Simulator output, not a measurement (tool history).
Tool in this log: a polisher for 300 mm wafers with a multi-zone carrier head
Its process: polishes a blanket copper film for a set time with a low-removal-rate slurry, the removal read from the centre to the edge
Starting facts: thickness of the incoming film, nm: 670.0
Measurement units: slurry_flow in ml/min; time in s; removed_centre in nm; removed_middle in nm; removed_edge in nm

| run | hour | slurry_flow | centre_zone | middle_zone | edge_zone | slurry_solids | time | removed_centre | removed_middle | removed_edge |
|---|---|---|---|---|---|---|---|---|---|---|
| 1 | 0.0 | 235 | 1.00 | 1.00 | 1.00 | 1.00 | 72 | 156.80 | 158.00 | 157.86 |
| 2 | 3.0 | 235 | 1.00 | 1.07 | 1.00 | 1.00 | 72 | 158.70 | 161.10 | 156.48 |
| 3 | 3.6 | 230 | 0.98 | 1.07 | 0.98 | 0.95 | 72 | 150.87 | 160.40 | 153.10 |
| 4 | 9.5 | 230 | 0.98 | 1.07 | 1.01 | 0.95 | 72 | 152.51 | 160.59 | 157.46 |
| 5 | 10.4 | 225 | 0.96 | 1.06 | 0.99 | 0.95 | 72 | 147.96 | 157.30 | 155.79 |
| 6 | 13.2 | 225 | 0.96 | 1.06 | 0.99 | 0.95 | 90 | 187.41 | 204.25 | 192.66 |
| 7 | 14.4 | 220 | 0.95 | 1.06 | 0.97 | 0.90 | 88 | 178.17 | 191.42 | 183.72 |
| 8 | 18.2 | 200 | 0.85 | 1.16 | 0.87 | 0.65 | 72 | 121.85 | 160.36 | 136.81 |
| 9 | 21.1 | 195 | 0.85 | 1.15 | 0.87 | 0.65 | 72 | 123.13 | 157.33 | 135.90 |
| 10 | 25.2 | 190 | 0.85 | 1.14 | 0.87 | 0.65 | 72 | 121.25 | 157.91 | 135.75 |
| 11 | 33.0 | 190 | 0.85 | 1.13 | 0.87 | 0.65 | 72 | 121.77 | 156.23 | 135.72 |
| 12 | 37.9 | 185 | 0.85 | 1.12 | 0.87 | 0.65 | 72 | 122.70 | 153.90 | 135.40 |

Estimate the outcome of run 13 from the log above:
| 13 | 40.3 | 185 | 0.85 | 1.11 | 0.87 | 0.65 | 72 | ? | ? | ? |

removed_centre: 124.13 nm
removed_middle: 154.34 nm
removed_edge: 135.24 nm

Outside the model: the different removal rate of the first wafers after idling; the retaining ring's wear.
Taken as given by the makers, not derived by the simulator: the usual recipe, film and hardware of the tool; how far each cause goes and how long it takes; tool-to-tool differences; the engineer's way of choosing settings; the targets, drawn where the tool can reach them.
